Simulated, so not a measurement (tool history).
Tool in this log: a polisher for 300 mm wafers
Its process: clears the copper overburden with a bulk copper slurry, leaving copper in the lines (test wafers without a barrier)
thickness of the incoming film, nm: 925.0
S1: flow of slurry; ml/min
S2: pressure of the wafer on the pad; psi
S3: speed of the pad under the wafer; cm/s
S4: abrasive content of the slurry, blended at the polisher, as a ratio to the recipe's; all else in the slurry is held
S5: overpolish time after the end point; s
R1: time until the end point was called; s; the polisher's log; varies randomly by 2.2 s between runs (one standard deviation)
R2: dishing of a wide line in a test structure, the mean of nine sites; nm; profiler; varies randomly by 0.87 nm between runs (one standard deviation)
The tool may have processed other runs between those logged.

run  hour   S1   S2   S3  S4  S5      R1      R2
  1     0  265  2.7  142   1  18  89.494  86.482
  2   7.4  265  2.7  118   1  18  105.99  78.561
  3  10.7  265  3.2  118   1  18  90.224  86.707
  4  11.5  265  2.7  116   1  15  107.26  72.107
  5  12.6  265  2.7  116   1  21  110.01  87.531
  6    18  265  2.4  116   1  17  121.35   69.71
     19.9  -- slurry nozzle cleaned
  7  19.9  265  2.4  116   1  17  119.03  72.206
  8  25.3  265  2.1  116   1  14  136.63  56.339

Expected results for the next run?
  9    31  265   2  116   1  13   ?   ?

{"run 9": {"R1": 142.04, "R2": 51.349}}
